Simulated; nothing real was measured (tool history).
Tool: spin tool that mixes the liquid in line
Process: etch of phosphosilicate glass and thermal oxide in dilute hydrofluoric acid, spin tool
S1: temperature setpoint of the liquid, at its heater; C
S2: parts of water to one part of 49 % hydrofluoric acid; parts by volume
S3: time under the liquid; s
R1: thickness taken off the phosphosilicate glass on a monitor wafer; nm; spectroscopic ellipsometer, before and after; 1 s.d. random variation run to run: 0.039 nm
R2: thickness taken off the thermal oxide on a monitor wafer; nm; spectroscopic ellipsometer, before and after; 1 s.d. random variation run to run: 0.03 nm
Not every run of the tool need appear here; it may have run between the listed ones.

run,hour,S1,S2,S3,R1,R2
1,0.0,22.0,225,30,9.2049,0.56703
2,0.8,19.5,225,30,8.4027,0.49198
3,8.4,21.5,220,30,9.3039,0.53789
4,14.2,18.5,220,30,8.3324,0.47546
5,17.6,21.0,215,30,9.4030,0.54760
6,23.6,18.5,215,30,8.5237,0.48294
7,28.8,20.5,210,30,9.4460,0.50547
8,32.0,22.0,210,30,10.0570,0.55622
# hour 33.4: hydrofluoric acid flow meter replaced
9,33.4,23.0,210,30,9.7688,0.61147

What does the tool deliver on the next run?
10,39.6,21.5,170,30,?,?

R1: 11.8880 nm
R2: 0.69088 nm
